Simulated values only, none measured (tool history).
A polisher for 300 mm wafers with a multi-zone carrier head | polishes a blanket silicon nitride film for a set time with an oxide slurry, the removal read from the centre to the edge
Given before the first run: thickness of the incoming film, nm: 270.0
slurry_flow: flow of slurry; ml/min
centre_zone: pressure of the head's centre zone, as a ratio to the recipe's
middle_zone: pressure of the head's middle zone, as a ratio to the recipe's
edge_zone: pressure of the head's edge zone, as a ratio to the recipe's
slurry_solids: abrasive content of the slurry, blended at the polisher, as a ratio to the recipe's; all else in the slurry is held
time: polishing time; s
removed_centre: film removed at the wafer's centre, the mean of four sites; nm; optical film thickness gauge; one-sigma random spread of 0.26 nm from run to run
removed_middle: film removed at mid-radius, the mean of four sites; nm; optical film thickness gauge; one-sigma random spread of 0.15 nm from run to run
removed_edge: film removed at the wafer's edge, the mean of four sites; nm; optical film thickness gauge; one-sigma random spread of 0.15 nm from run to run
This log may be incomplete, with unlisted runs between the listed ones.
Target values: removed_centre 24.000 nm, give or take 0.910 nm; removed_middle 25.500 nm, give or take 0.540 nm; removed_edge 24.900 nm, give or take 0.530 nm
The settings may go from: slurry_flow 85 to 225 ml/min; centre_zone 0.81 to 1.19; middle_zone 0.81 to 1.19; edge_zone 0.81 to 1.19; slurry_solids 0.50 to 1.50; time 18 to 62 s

Run 1, hour 0.0: slurry_flow 145 ml/min, centre_zone 1.00, middle_zone 1.00, edge_zone 1.00, slurry_solids 1.00, time 40 s. Result: removed_centre 27.720 nm, removed_middle 28.722 nm, removed_edge 28.535 nm.
Run 2, hour 8.9: slurry_flow 145 ml/min, centre_zone 1.00, middle_zone 1.00, edge_zone 1.00, slurry_solids 0.85, time 40 s. Result: removed_centre 26.192 nm, removed_middle 26.879 nm, removed_edge 26.770 nm.
Run 3, hour 13.2: slurry_flow 145 ml/min, centre_zone 1.00, middle_zone 1.00, edge_zone 1.00, slurry_solids 0.85, time 43 s. Result: removed_centre 28.661 nm, removed_middle 28.922 nm, removed_edge 28.762 nm.
Run 4, hour 14.2: slurry_flow 135 ml/min, centre_zone 0.99, middle_zone 0.99, edge_zone 0.98, slurry_solids 0.85, time 43 s. Result: removed_centre 28.014 nm, removed_middle 28.418 nm, removed_edge 28.217 nm.
Run 5, hour 17.9: slurry_flow 130 ml/min, centre_zone 0.97, middle_zone 0.98, edge_zone 0.96, slurry_solids 0.85, time 43 s. Result: removed_centre 26.730 nm, removed_middle 28.174 nm, removed_edge 27.676 nm.
Run 6, hour 22.2: slurry_flow 130 ml/min, centre_zone 0.97, middle_zone 0.98, edge_zone 0.96, slurry_solids 0.75, time 43 s. Result: removed_centre 25.557 nm, removed_middle 26.540 nm, removed_edge 26.555 nm.
Run 7, hour 27.3: slurry_flow 125 ml/min, centre_zone 0.97, middle_zone 0.98, edge_zone 0.95, slurry_solids 0.75, time 43 s. Result: removed_centre 25.434 nm, removed_middle 26.230 nm, removed_edge 26.402 nm.
Run 8, hour 36.0: slurry_flow 120 ml/min, centre_zone 0.97, middle_zone 0.98, edge_zone 0.94, slurry_solids 0.75, time 43 s. Result: removed_centre 24.983 nm, removed_middle 26.161 nm, removed_edge 25.979 nm.
Run 9, hour 39.4: slurry_flow 115 ml/min, centre_zone 0.97, middle_zone 0.98, edge_zone 0.93, slurry_solids 0.75, time 43 s. Result: removed_centre 24.942 nm, removed_middle 25.902 nm, removed_edge 25.759 nm.
Run 10, hour 45.4: slurry_flow 110 ml/min, centre_zone 0.97, middle_zone 0.98, edge_zone 0.92, slurry_solids 0.75, time 43 s. Result: removed_centre 24.444 nm, removed_middle 25.803 nm, removed_edge 25.807 nm.
Run 11, hour 46.7: slurry_flow 110 ml/min, centre_zone 0.97, middle_zone 0.98, edge_zone 0.91, slurry_solids 0.75, time 43 s. Result: removed_centre 24.568 nm, removed_middle 25.626 nm, removed_edge 25.526 nm.

Next run, 4 choices. One meets every target within its allowed miss, the rest don't. Which?
Run A, hour 48.0: slurry_flow 145 ml/min, centre_zone 0.92, middle_zone 0.94, edge_zone 0.82, slurry_solids 0.75, time 42 s. Result: removed_centre ?, removed_middle ?, removed_edge ?.
Run B, hour 48.0: slurry_flow 115 ml/min, centre_zone 0.97, middle_zone 0.95, edge_zone 0.89, slurry_solids 0.80, time 43 s. Result: removed_centre ?, removed_middle ?, removed_edge ?.
Run C, hour 48.0: slurry_flow 90 ml/min, centre_zone 0.97, middle_zone 0.95, edge_zone 0.92, slurry_solids 0.80, time 44 s. Result: removed_centre ?, removed_middle ?, removed_edge ?.
Run D, hour 48.0: slurry_flow 95 ml/min, centre_zone 0.93, middle_zone 0.95, edge_zone 0.94, slurry_solids 0.75, time 45 s. Result: removed_centre ?, removed_middle ?, removed_edge ?.

move  removed_centre  removed_middle  removed_edge
   A          24.520          25.292        25.147
   B          25.844          25.694        26.372
   C          24.872          24.927        26.321
   D          24.115          25.130        26.629
A: meets every target
B: further off than the last run
C: further off than the last run
D: further off than the last run
Correct choice: A, which meets every target

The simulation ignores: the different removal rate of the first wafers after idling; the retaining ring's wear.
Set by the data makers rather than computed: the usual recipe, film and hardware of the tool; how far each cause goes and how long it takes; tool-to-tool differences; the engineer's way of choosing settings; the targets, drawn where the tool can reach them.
